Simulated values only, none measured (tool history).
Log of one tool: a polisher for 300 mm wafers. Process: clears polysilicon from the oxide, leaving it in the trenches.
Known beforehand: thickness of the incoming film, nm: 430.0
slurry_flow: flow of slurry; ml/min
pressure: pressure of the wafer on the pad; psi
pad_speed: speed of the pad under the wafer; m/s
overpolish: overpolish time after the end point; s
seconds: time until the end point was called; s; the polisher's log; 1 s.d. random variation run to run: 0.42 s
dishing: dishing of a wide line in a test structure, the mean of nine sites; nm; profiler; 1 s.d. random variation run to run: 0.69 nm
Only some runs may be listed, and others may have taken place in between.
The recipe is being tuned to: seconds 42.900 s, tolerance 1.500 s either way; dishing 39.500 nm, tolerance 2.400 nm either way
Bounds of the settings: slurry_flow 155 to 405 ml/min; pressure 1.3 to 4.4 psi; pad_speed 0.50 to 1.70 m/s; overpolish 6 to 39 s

Run 1, hour 0.0: slurry_flow 260 ml/min, pressure 2.8 psi, pad_speed 1.10 m/s, overpolish 20 s. Result: seconds 27.377 s, dishing 42.799 nm.
Run 2, hour 8.2: slurry_flow 260 ml/min, pressure 2.6 psi, pad_speed 1.10 m/s, overpolish 18 s. Result: seconds 29.269 s, dishing 41.916 nm.
Run 3, hour 12.2: slurry_flow 260 ml/min, pressure 2.4 psi, pad_speed 1.10 m/s, overpolish 17 s. Result: seconds 31.590 s, dishing 42.230 nm.
Run 4, hour 16.0: slurry_flow 260 ml/min, pressure 2.3 psi, pad_speed 1.10 m/s, overpolish 15 s. Result: seconds 32.696 s, dishing 41.316 nm.
Run 5, hour 22.2: slurry_flow 260 ml/min, pressure 2.2 psi, pad_speed 1.10 m/s, overpolish 14 s. Result: seconds 34.205 s, dishing 41.996 nm.
Run 6, hour 25.0: slurry_flow 310 ml/min, pressure 2.2 psi, pad_speed 1.10 m/s, overpolish 14 s. Result: seconds 33.502 s, dishing 41.846 nm.
Run 7, hour 33.0: slurry_flow 310 ml/min, pressure 2.2 psi, pad_speed 1.10 m/s, overpolish 14 s. Result: seconds 34.152 s, dishing 42.303 nm.
Run 8, hour 36.4: slurry_flow 295 ml/min, pressure 2.1 psi, pad_speed 1.10 m/s, overpolish 13 s. Result: seconds 35.326 s, dishing 40.133 nm.
Run 9, hour 43.8: slurry_flow 295 ml/min, pressure 2.0 psi, pad_speed 1.10 m/s, overpolish 13 s. Result: seconds 37.970 s, dishing 41.334 nm.
Run 10, hour 44.9: slurry_flow 290 ml/min, pressure 2.0 psi, pad_speed 1.10 m/s, overpolish 12 s. Result: seconds 38.099 s, dishing 39.640 nm.
Run 11, hour 49.0: slurry_flow 290 ml/min, pressure 1.8 psi, pad_speed 1.10 m/s, overpolish 13 s. Result: seconds 41.893 s, dishing 38.853 nm.
Run 12, hour 51.5: slurry_flow 295 ml/min, pressure 1.8 psi, pad_speed 1.10 m/s, overpolish 13 s. Result: seconds 40.769 s, dishing 39.827 nm.

Exactly one of the 5 candidate moves below puts every result within its allowed miss. Which one?
Run A, hour 54.0: slurry_flow 315 ml/min, pressure 2.4 psi, pad_speed 0.94 m/s, overpolish 15 s. Result: seconds ?, dishing ?.
Run B, hour 54.0: slurry_flow 255 ml/min, pressure 2.2 psi, pad_speed 1.00 m/s, overpolish 10 s. Result: seconds ?, dishing ?.
Run C, hour 54.0: slurry_flow 255 ml/min, pressure 1.9 psi, pad_speed 1.10 m/s, overpolish 12 s. Result: seconds ?, dishing ?.
Run D, hour 54.0: slurry_flow 335 ml/min, pressure 2.2 psi, pad_speed 0.94 m/s, overpolish 16 s. Result: seconds ?, dishing ?.
Run E, hour 54.0: slurry_flow 355 ml/min, pressure 2.2 psi, pad_speed 0.86 m/s, overpolish 13 s. Result: seconds ?, dishing ?.

move  seconds  dishing
   A   36.660   42.913
   B   38.373   39.397
   C   40.273   40.727
   D   39.652   42.844
   E   42.995   40.858
A: further off than the last run
B: further off than the last run
C: further off than the last run
D: further off than the last run
E: all results in spec
E is the move that brings every result within its allowed miss.

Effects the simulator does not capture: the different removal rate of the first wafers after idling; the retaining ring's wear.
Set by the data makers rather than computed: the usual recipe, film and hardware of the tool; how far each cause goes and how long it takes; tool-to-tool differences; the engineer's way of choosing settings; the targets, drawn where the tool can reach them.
